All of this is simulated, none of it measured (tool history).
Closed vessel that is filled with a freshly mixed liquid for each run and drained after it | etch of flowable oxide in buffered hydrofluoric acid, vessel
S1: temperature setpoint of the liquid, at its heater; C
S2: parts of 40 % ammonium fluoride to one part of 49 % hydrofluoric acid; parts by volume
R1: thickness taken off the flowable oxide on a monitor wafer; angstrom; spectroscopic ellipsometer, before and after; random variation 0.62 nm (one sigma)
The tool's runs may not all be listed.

run 1 day=0 | S1=24 S2=12 time_in_the_liquid_(s)=85 | R1=1404.3
run 2 day=0.067 | S1=24 S2=13.5 time_in_the_liquid_(s)=85 | R1=1236.9
run 3 day=0.317 | S1=24 S2=11 time_in_the_liquid_(s)=85 | R1=1520.7
run 4 day=0.588 | S1=26 S2=11 time_in_the_liquid_(s)=85 | R1=1705
run 5 day=0.879 | S1=23 S2=11.5 time_in_the_liquid_(s)=85 | R1=1396.4
run 6 day=1.15 | S1=21 S2=11.5 time_in_the_liquid_(s)=85 | R1=1247.2
run 7 day=1.408 | S1=19.5 S2=11.5 time_in_the_liquid_(s)=85 | R1=1133.3
run 8 day=1.612 | S1=18.5 S2=11.5 time_in_the_liquid_(s)=85 | R1=1072.8

The next listed run, before its measurement:
run 9 day=1.746 | S1=18 S2=11.5 time_in_the_liquid_(s)=85 | R1=?

R1: 1050.5 angstrom
